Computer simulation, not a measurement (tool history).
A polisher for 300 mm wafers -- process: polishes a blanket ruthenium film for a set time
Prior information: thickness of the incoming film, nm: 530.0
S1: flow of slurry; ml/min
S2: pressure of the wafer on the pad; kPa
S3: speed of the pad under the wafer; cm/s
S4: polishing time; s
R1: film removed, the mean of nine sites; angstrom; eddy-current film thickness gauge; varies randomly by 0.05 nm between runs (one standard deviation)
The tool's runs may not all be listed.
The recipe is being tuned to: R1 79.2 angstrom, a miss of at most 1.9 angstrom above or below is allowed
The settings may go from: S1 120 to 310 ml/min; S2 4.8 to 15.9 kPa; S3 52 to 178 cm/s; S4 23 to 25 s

run 1 hour=0 | S1=200 S2=10.3 S3=114 S4=25 | R1=220.62
run 2 hour=1.5 | S1=170 S2=10.3 S3=114 S4=25 | R1=216.33
run 3 hour=10.2 | S1=170 S2=10.3 S3=126 S4=25 | R1=235.49
run 4 hour=12.5 | S1=170 S2=11.7 S3=126 S4=25 | R1=269.21
run 5 hour=20.7 | S1=195 S2=11.7 S3=126 S4=25 | R1=273.43
run 6 hour=21.4 | S1=195 S2=11.7 S3=126 S4=23 | R1=249.87
run 7 hour=22.4 | S1=190 S2=11 S3=116 S4=23 | R1=218.71
run 8 hour=30.6 | S1=190 S2=11 S3=116 S4=23 | R1=216.02
run 9 hour=32.2 | S1=155 S2=8.3 S3=84 S4=23 | R1=116.31
run 10 hour=34.1 | S1=150 S2=7.6 S3=84 S4=23 | R1=107.95
run 11 hour=41.4 | S1=135 S2=4.8 S3=80 S4=23 | R1=65.857

Next run, 4 choices. One meets every target within its allowed miss, the rest don't. Which?
run A hour=48.7 | S1=120 S2=5.5 S3=88 S4=23 | R1=?
run B hour=48.7 | S1=150 S2=5.5 S3=86 S4=24 | R1=?
run C hour=48.7 | S1=140 S2=6.2 S3=78 S4=24 | R1=?
run D hour=48.7 | S1=130 S2=6.9 S3=72 S4=23 | R1=?

move=A R1=79.13
move=B R1=83.78
move=C R1=84.398
move=D R1=81.849
A: every result within its allowed miss
B: moves the result that the last run missed by most past its target, out the other side
C: moves the result that the last run missed by most past its target, out the other side
D: moves the result that the last run missed by most past its target, out the other side
Answer: A
